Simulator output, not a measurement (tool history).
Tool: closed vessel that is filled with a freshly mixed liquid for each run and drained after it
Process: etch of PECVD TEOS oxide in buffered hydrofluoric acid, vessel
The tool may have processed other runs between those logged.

run,day,temperature setpoint of the liquid (C),parts of 40 % ammonium fluoride to one part of 49 % hydrofluoric acid (parts by volume),time in the liquid (s),thickness taken off the PECVD TEOS oxide on a monitor wafer (nm)
1,0,20,9,85,170.86
2,0.329,21.5,9,85,182.83
3,0.671,21.5,10,85,173.96
4,0.862,22,10,85,176.61
5,1.112,22.5,10,85,179.69
6,1.188,23,10,85,184.35
7,1.371,23.5,10,85,189.65

Run 8 has not been measured yet. What should we expect?
8,1.596,24,10,85,?

{"run 8": {"thickness taken off the PECVD TEOS oxide on a monitor wafer (nm)": 196.18}}

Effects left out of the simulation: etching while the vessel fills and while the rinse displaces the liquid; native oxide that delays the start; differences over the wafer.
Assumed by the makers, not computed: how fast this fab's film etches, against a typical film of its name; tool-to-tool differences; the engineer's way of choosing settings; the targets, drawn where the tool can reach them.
